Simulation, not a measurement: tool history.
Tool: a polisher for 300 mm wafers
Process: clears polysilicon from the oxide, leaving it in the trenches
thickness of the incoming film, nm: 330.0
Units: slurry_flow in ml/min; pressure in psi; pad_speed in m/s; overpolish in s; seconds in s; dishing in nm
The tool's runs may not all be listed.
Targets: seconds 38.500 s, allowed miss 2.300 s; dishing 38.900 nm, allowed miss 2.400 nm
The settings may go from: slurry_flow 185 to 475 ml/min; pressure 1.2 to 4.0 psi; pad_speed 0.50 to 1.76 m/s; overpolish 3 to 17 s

run,hour,slurry_flow,pressure,pad_speed,overpolish,seconds,dishing
1,0.0,305,2.6,1.12,9,20.868,53.010
2,8.5,305,2.5,1.10,8,22.661,51.845
3,13.3,280,2.5,1.10,8,22.579,50.327
4,16.9,235,2.5,1.10,8,23.512,50.776
5,21.2,185,2.5,1.10,8,22.838,49.905
6,25.4,185,3.1,1.10,8,19.843,53.461
7,29.2,185,2.9,1.08,8,20.753,52.048
8,30.9,185,2.8,1.06,8,22.007,51.108
9,39.0,185,2.7,1.04,8,23.211,49.237
# hour 42.7: slurry nozzle cleaned
10,42.7,185,2.7,1.04,8,22.450,52.459
11,51.6,185,2.5,1.02,7,24.018,48.556
12,60.1,185,2.4,1.00,7,25.692,46.146
13,68.7,185,2.3,0.98,7,27.693,45.164

5 next moves are on the table. One of them brings every result within its allowed miss. Which?
A,77.3,185,2.0,0.64,12,?,?
B,77.3,185,1.4,0.98,10,?,?
C,77.3,230,2.3,0.52,11,?,?
D,77.3,185,2.0,0.78,10,?,?
E,77.3,185,1.9,0.80,7,?,?

move,seconds,dishing
A,45.152,47.346
B,44.390,44.070
C,45.360,45.563
D,38.478,46.919
E,39.557,38.943
A: takes the result that was furthest off past its target
B: takes the result that was furthest off past its target
C: takes the result that was furthest off past its target
D: brings the result that was furthest off to its target, and leaves another outside
E: meets every target
The right move is E.
